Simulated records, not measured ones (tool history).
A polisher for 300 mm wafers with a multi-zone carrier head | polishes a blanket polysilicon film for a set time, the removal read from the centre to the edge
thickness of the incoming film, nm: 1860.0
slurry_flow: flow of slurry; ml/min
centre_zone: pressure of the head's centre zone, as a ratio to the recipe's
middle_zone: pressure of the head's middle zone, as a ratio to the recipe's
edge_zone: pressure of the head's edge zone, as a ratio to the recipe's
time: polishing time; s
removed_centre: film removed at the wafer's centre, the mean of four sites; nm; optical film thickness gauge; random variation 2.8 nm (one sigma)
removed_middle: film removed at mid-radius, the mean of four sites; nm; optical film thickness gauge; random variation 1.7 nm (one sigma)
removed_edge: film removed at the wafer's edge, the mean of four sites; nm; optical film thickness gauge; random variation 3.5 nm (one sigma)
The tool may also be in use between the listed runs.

run,day,slurry_flow,centre_zone,middle_zone,edge_zone,time,removed_centre,removed_middle,removed_edge
1,0,305,1,1,1,46,316.93,310.4,328
2,0.192,305,1,1,0.96,46,310.59,313.53,316.75
3,0.45,305,1.02,0.97,0.95,44,311.71,290.62,289.85
4,0.475,300,1.02,0.95,0.96,43,308.48,279.65,290.48
5,0.667,375,1.02,0.95,0.96,43,313.47,282.15,294
6,0.879,375,0.94,0.95,0.96,43,286.52,289.39,299.78
7,1.2,375,0.95,0.93,0.96,42,279.54,277.28,277.14
8,1.238,375,0.96,0.91,0.98,41,274.43,262.17,281.16
9,1.433,375,0.97,0.9,0.98,40,276.87,252.42,281.13
10,1.679,375,0.98,0.89,0.97,39,270.16,246.16,270.86
11,1.988,375,0.99,0.88,0.96,38,262.91,236.71,261.98
12,2.171,375,1.01,0.87,0.95,38,273.75,233.68,261.16

Run 13 comes next. What will it give?
13,2.429,375,1.02,0.86,0.94,38,?,?,?

{"run 13": {"removed_centre": 278.68, "removed_middle": 233.01, "removed_edge": 254.61}}

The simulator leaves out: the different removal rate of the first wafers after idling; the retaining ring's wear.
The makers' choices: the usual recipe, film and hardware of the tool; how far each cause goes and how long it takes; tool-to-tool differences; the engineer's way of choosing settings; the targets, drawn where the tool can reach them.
